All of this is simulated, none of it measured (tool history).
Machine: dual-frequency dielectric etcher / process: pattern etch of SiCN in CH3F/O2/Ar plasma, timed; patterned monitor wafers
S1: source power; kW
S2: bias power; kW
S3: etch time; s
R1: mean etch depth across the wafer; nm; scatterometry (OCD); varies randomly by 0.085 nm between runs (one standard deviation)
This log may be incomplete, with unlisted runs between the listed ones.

run,hour,S1,S2,S3,R1
1,0,0.42,0.073,76.5,32.375
2,6.2,0.42,0.068,76.5,31.813
3,13.2,0.45,0.069,76.5,33.152
4,21.2,0.47,0.069,76.5,33.874
5,25.7,0.47,0.063,76.5,33.288
6,26.8,0.49,0.063,76.5,34.046

The next listed run, before its measurement:
7,30.6,0.5,0.063,76.5,?

R1: 34.3 nm

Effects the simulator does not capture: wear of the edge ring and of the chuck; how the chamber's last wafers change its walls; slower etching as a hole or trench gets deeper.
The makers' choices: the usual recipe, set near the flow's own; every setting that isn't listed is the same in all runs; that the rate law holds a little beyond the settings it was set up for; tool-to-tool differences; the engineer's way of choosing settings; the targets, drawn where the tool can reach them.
